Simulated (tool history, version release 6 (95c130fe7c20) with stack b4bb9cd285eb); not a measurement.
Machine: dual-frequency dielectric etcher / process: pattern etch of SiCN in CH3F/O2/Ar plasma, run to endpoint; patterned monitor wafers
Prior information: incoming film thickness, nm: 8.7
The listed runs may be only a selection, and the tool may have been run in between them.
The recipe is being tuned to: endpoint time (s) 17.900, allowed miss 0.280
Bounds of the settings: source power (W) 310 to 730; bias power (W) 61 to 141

| run | hour | source power (W) | bias power (W) | endpoint time (s) |
|---|---|---|---|---|
| 1 | 0.0 | 520 | 101 | 16.633 |
| 2 | 0.6 | 510 | 101 | 16.717 |
| 3 | 6.3 | 570 | 101 | 16.130 |
| 4 | 8.5 | 540 | 101 | 16.514 |
| 5 | 13.5 | 520 | 100 | 16.719 |
| 6 | 17.6 | 610 | 100 | 15.988 |
| 7 | 18.3 | 580 | 99 | 16.120 |
| 8 | 20.1 | 560 | 98 | 16.384 |

Below are 4 possible settings for the next run. Only one of them brings all results inside the allowed miss of their targets. Which is it?
| A | 21.9 | 470 | 75 | ? |
| B | 21.9 | 510 | 81 | ? |
| C | 21.9 | 480 | 81 | ? |
| D | 21.9 | 440 | 82 | ? |

| move | endpoint time (s) |
|---|---|
| A | 18.763 |
| B | 17.841 |
| C | 18.238 |
| D | 18.756 |
A: pushes the last run's worst result past its target
B: all results land within tolerance of their targets
C: pushes the last run's worst result past its target
D: pushes the last run's worst result past its target
The right move is B.
